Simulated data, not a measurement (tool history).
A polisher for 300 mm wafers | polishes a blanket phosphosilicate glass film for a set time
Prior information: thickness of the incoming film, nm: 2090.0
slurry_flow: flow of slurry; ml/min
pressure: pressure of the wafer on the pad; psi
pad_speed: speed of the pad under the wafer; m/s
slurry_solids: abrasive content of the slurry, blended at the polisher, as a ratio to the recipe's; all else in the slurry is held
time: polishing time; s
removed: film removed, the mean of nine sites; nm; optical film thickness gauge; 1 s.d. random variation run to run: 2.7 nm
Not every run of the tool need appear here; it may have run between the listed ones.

| run | day | slurry_flow | pressure | pad_speed | slurry_solids | time | removed |
|---|---|---|---|---|---|---|---|
| 1 | 0.000 | 180 | 2.2 | 1.16 | 1.0 | 91 | 551.93 |
| 2 | 0.233 | 180 | 2.2 | 1.16 | 1.0 | 91 | 547.77 |
| 3 | 0.438 | 180 | 2.2 | 1.38 | 1.0 | 91 | 616.74 |
| 4 | 0.483 | 175 | 1.8 | 1.22 | 1.0 | 91 | 466.05 |
| 5 | 0.533 | 175 | 1.8 | 1.22 | 0.9 | 91 | 449.25 |
| 6 | 0.838 | 175 | 1.8 | 1.46 | 0.9 | 91 | 519.04 |
| 7 | 1.000 | 170 | 1.5 | 1.32 | 0.9 | 91 | 395.39 |
| 8 | 1.362 | 160 | 1.3 | 1.26 | 0.9 | 91 | 333.11 |
| 9 | 1.471 | 150 | 1.2 | 1.26 | 0.9 | 91 | 311.32 |
| 10 | 1.692 | 140 | 1.1 | 1.26 | 0.9 | 91 | 284.09 |
| 11 | 1.833 | 115 | 1.0 | 1.26 | 0.9 | 91 | 254.79 |
| 12 | 1.942 | 120 | 1.0 | 1.26 | 0.9 | 91 | 253.38 |

Run 13 has not been measured yet. What should we expect?
| 13 | 2.179 | 125 | 1.0 | 1.26 | 0.9 | 91 | ? |

Logged for run 13: removed 247.13 nm.

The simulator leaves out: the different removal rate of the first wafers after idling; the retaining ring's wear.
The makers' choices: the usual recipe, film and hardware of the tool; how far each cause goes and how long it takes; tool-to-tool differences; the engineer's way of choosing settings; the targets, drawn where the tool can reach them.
